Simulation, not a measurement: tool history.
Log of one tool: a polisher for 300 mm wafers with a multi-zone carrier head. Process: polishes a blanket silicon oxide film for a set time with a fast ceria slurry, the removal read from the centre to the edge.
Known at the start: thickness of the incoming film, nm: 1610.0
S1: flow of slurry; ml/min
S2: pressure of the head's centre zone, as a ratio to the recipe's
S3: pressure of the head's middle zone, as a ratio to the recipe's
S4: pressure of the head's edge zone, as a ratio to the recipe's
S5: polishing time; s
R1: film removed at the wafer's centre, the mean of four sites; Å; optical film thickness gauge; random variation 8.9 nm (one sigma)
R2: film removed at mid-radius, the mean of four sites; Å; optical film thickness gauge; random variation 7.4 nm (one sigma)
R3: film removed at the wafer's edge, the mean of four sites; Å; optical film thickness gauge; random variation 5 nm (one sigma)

Run 1, hour 0.0: S1 275 ml/min, S2 1.00, S3 1.00, S4 1.00, S5 40 s. Result: R1 6677.6 Å, R2 6639.2 Å, R3 6439.0 Å.
Run 2, hour 4.4: S1 270 ml/min, S2 1.00, S3 0.98, S4 0.98, S5 39 s. Result: R1 6476.4 Å, R2 6371.2 Å, R3 6201.9 Å.
Run 3, hour 10.7: S1 270 ml/min, S2 1.00, S3 1.05, S4 0.98, S5 39 s. Result: R1 6367.6 Å, R2 6761.9 Å, R3 6189.1 Å.
Run 4, hour 13.5: S1 265 ml/min, S2 1.00, S3 1.02, S4 0.97, S5 39 s. Result: R1 6431.3 Å, R2 6513.0 Å, R3 6225.7 Å.
Run 5, hour 21.1: S1 260 ml/min, S2 1.00, S3 1.00, S4 0.96, S5 38 s. Result: R1 6220.6 Å, R2 6333.6 Å, R3 6024.8 Å.
Run 6, hour 23.0: S1 260 ml/min, S2 0.92, S3 1.00, S4 0.96, S5 38 s. Result: R1 5818.5 Å, R2 6289.5 Å, R3 5997.1 Å.
Run 7, hour 26.1: S1 260 ml/min, S2 0.94, S3 0.98, S4 0.95, S5 38 s. Result: R1 5937.8 Å, R2 6093.1 Å, R3 6040.4 Å.

The next listed run, before its measurement:
Run 8, hour 26.7: S1 260 ml/min, S2 0.96, S3 0.97, S4 0.94, S5 38 s. Result: R1 ?, R2 ?, R3 ?.

R1: 6082.5 Å
R2: 6195.0 Å
R3: 5953.0 Å

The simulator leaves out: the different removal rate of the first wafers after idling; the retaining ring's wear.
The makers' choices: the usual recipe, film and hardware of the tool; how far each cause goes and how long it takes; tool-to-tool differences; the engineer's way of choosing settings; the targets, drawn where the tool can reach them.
